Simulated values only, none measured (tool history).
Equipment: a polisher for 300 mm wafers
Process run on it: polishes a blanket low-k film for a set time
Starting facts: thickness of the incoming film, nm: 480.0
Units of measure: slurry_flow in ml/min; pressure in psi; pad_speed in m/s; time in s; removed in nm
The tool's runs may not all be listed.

run,hour,slurry_flow,pressure,pad_speed,slurry_solids,time,removed
1,0.0,200,2.0,1.00,1.0,50,20.469
2,6.2,200,2.5,1.00,1.0,50,25.541
3,11.9,200,2.5,1.18,1.0,50,28.556
4,15.8,160,2.5,1.18,1.0,50,27.268
5,22.5,160,2.3,1.18,1.0,50,25.183
6,31.2,160,2.6,1.18,1.0,50,28.285
7,38.7,170,2.6,1.18,1.0,50,28.523

Predict the results of run 8:
8,40.7,180,2.6,1.18,1.0,50,?

removed: 28.865 nm
